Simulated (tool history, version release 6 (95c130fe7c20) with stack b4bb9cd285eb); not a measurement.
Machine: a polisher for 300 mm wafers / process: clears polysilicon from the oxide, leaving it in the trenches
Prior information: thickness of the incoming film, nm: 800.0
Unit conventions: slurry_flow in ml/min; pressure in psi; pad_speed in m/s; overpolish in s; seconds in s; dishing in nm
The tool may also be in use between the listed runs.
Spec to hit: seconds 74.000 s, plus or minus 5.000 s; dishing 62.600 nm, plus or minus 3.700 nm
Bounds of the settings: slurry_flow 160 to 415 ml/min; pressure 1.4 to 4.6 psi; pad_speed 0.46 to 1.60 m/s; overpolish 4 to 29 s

Run 1, day 0.000: slurry_flow 265 ml/min, pressure 3.0 psi, pad_speed 1.02 m/s, overpolish 15 s. Result: seconds 53.781 s, dishing 63.974 nm.
Run 2, day 0.133: slurry_flow 265 ml/min, pressure 3.0 psi, pad_speed 1.02 m/s, overpolish 10 s. Result: seconds 53.141 s, dishing 59.324 nm.
Run 3, day 0.350: slurry_flow 265 ml/min, pressure 3.0 psi, pad_speed 0.86 m/s, overpolish 10 s. Result: seconds 60.292 s, dishing 55.026 nm.
Run 4, day 0.625: slurry_flow 330 ml/min, pressure 3.0 psi, pad_speed 0.86 m/s, overpolish 10 s. Result: seconds 59.843 s, dishing 54.060 nm.
Run 5, day 0.988: slurry_flow 320 ml/min, pressure 2.8 psi, pad_speed 0.88 m/s, overpolish 13 s. Result: seconds 62.867 s, dishing 59.671 nm.
Run 6, day 1.246: slurry_flow 320 ml/min, pressure 2.7 psi, pad_speed 0.88 m/s, overpolish 13 s. Result: seconds 63.744 s, dishing 59.801 nm.
Run 7, day 1.429: slurry_flow 320 ml/min, pressure 2.6 psi, pad_speed 0.88 m/s, overpolish 13 s. Result: seconds 65.521 s, dishing 58.304 nm.
Run 8, day 1.504: slurry_flow 320 ml/min, pressure 2.6 psi, pad_speed 0.88 m/s, overpolish 13 s. Result: seconds 64.624 s, dishing 57.892 nm.
Run 9, day 1.646: slurry_flow 315 ml/min, pressure 2.5 psi, pad_speed 0.88 m/s, overpolish 15 s. Result: seconds 64.601 s, dishing 61.097 nm.

Exactly one of the 5 candidate moves below puts every result within its allowed miss. Which one?
Run A, day 1.788: slurry_flow 410 ml/min, pressure 3.0 psi, pad_speed 0.66 m/s, overpolish 20 s. Result: seconds ?, dishing ?.
Run B, day 1.788: slurry_flow 310 ml/min, pressure 2.3 psi, pad_speed 1.00 m/s, overpolish 19 s. Result: seconds ?, dishing ?.
Run C, day 1.788: slurry_flow 375 ml/min, pressure 2.7 psi, pad_speed 0.84 m/s, overpolish 20 s. Result: seconds ?, dishing ?.
Run D, day 1.788: slurry_flow 210 ml/min, pressure 2.3 psi, pad_speed 1.04 m/s, overpolish 20 s. Result: seconds ?, dishing ?.
Run E, day 1.788: slurry_flow 240 ml/min, pressure 2.5 psi, pad_speed 0.82 m/s, overpolish 12 s. Result: seconds ?, dishing ?.

move  seconds  dishing
   A   72.887   60.780
   B   60.746   61.620
   C   62.956   61.702
   D   62.026   61.777
   E   71.987   54.699
A: all results land within tolerance of their targets
B: further off than the last run
C: further off than the last run
D: further off than the last run
E: brings the result that was furthest off to its target, and leaves another outside
Move A is the one to make.
